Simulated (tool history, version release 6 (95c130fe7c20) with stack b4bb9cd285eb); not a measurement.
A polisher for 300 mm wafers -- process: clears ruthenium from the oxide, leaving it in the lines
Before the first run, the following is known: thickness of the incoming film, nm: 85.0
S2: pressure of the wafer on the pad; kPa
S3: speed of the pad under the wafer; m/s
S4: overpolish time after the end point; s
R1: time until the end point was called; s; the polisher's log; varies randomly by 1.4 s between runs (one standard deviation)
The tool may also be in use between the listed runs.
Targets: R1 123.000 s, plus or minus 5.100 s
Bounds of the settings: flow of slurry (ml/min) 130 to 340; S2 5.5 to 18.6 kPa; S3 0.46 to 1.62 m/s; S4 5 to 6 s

run 1 hour=0.0 | flow_of_slurry_(ml/min)=220 S2=11.7 S3=1.04 S4=6 | R1=87.455
run 2 hour=2.5 | flow_of_slurry_(ml/min)=220 S2=11.7 S3=1.30 S4=6 | R1=73.221
run 3 hour=3.5 | flow_of_slurry_(ml/min)=220 S2=10.3 S3=1.28 S4=6 | R1=83.155
run 4 hour=5.2 | flow_of_slurry_(ml/min)=175 S2=10.3 S3=1.28 S4=6 | R1=86.192
run 5 hour=9.4 | flow_of_slurry_(ml/min)=175 S2=10.3 S3=1.38 S4=6 | R1=78.606
run 6 hour=17.8 | flow_of_slurry_(ml/min)=175 S2=9.0 S3=1.36 S4=6 | R1=93.261
run 7 hour=23.7 | flow_of_slurry_(ml/min)=175 S2=8.3 S3=1.36 S4=6 | R1=99.416
run 8 hour=24.4 | flow_of_slurry_(ml/min)=175 S2=5.5 S3=1.34 S4=6 | R1=150.050
run 9 hour=25.9 | flow_of_slurry_(ml/min)=175 S2=6.2 S3=1.34 S4=6 | R1=136.580

4 candidate next runs follow, results not yet known. Just one meets every target within its allowed miss. Identify it.
run A hour=27.4 | flow_of_slurry_(ml/min)=140 S2=7.6 S3=1.34 S4=6 | R1=?
run B hour=27.4 | flow_of_slurry_(ml/min)=210 S2=6.2 S3=1.58 S4=5 | R1=?
run C hour=27.4 | flow_of_slurry_(ml/min)=250 S2=6.2 S3=1.38 S4=5 | R1=?
run D hour=27.4 | flow_of_slurry_(ml/min)=130 S2=7.6 S3=1.40 S4=6 | R1=?

move=A R1=116.270
move=B R1=113.970
move=C R1=125.680
move=D R1=113.670
A: pushes the last run's worst result past its target
B: pushes the last run's worst result past its target
C: each result inside its tolerance
D: pushes the last run's worst result past its target
The move that meets every target is C.
